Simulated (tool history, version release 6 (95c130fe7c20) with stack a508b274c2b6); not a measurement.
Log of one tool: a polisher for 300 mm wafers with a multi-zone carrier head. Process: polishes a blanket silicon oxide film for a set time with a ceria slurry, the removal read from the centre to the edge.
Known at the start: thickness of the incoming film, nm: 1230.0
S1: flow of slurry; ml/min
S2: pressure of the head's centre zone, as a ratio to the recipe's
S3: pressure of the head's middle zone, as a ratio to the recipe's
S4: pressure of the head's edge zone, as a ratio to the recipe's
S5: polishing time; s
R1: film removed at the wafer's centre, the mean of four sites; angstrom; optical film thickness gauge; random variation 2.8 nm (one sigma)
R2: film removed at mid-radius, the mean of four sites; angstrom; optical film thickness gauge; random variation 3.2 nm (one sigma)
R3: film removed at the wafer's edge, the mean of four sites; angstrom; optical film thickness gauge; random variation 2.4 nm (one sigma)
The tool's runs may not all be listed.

{"run": 1, "hour": 0.0, "S1": 315, "S2": 1, "S3": 1, "S4": 1, "S5": 30, "R1": 1622.6, "R2": 1637.3, "R3": 1708}
{"run": 2, "hour": 5.9, "S1": 315, "S2": 1, "S3": 1, "S4": 0.94, "S5": 30, "R1": 1631.5, "R2": 1619.3, "R3": 1702.7}
{"run": 3, "hour": 12.8, "S1": 315, "S2": 1, "S3": 1, "S4": 0.94, "S5": 34, "R1": 1884.8, "R2": 1865.6, "R3": 1890.4}
{"run": 4, "hour": 15.4, "S1": 315, "S2": 0.99, "S3": 1.04, "S4": 0.94, "S5": 34, "R1": 1808.7, "R2": 1886.2, "R3": 1900.5}
{"hour": 17.9, "done": "edge zone pressure recalibrated"}
{"run": 5, "hour": 17.9, "S1": 330, "S2": 0.99, "S3": 1.07, "S4": 0.91, "S5": 35, "R1": 1888.8, "R2": 1992, "R3": 1820.2}
{"run": 6, "hour": 25.7, "S1": 330, "S2": 1.03, "S3": 1.07, "S4": 0.91, "S5": 35, "R1": 2024.9, "R2": 2002.3, "R3": 1818.3}
{"run": 7, "hour": 27.1, "S1": 330, "S2": 1.01, "S3": 1.09, "S4": 0.92, "S5": 36, "R1": 1976.9, "R2": 2086.9, "R3": 1883.6}

The next listed run, before its measurement:
{"run": 8, "hour": 36.0, "S1": 330, "S2": 1, "S3": 1.11, "S4": 0.93, "S5": 36, "R1": "?", "R2": "?", "R3": "?"}

Run 8 gave R1 1967.4 angstrom, R2 2121.6 angstrom, R3 1907.8 angstrom.

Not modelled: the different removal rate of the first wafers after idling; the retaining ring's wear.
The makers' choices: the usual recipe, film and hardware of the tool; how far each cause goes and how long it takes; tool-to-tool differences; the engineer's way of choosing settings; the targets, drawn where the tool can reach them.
